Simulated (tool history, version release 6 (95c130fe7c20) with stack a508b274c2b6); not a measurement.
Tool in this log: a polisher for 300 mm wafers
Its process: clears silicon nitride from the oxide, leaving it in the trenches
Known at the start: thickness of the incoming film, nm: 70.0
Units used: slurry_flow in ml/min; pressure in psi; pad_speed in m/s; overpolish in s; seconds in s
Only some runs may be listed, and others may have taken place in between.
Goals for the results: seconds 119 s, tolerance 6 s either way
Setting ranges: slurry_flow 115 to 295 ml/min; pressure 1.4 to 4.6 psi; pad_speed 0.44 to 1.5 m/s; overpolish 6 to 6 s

run  hour  slurry_flow  pressure  pad_speed  overpolish  seconds
  1     0          190         3       0.96           6   71.231
  2   5.7          190         3       0.96           6   71.996
  3     9          190       2.7       0.94           6   80.096
  4  10.1          190       2.7       1.02           6   76.256
  5  11.9          190       2.4          1           6   84.741
  6  13.6          190       2.4       0.86           6   98.823
  7  22.6          190       2.3       0.86           6   99.655
  8  23.3          190       2.2       0.86           6   104.12
  9  27.1          190       2.2       0.86           6   105.79
 10  35.2          190       2.1       0.86           6   110.75

Consider the 4 candidate settings below. Which is the only one whose results all fall within their allowed miss of target?
  A  43.3          220       2.6       0.72           6        ?
  B  43.3          145       2.2       0.96           6        ?
  C  43.3          195       2.1       0.98           6        ?
  D  43.3          205       1.6       1.04           6        ?

move  seconds
   A    99.84
   B   99.241
   C   96.841
   D   118.45
A: moves away from the targets compared with the last run
B: moves away from the targets compared with the last run
C: moves away from the targets compared with the last run
D: every result lands within tolerance
Answer: D
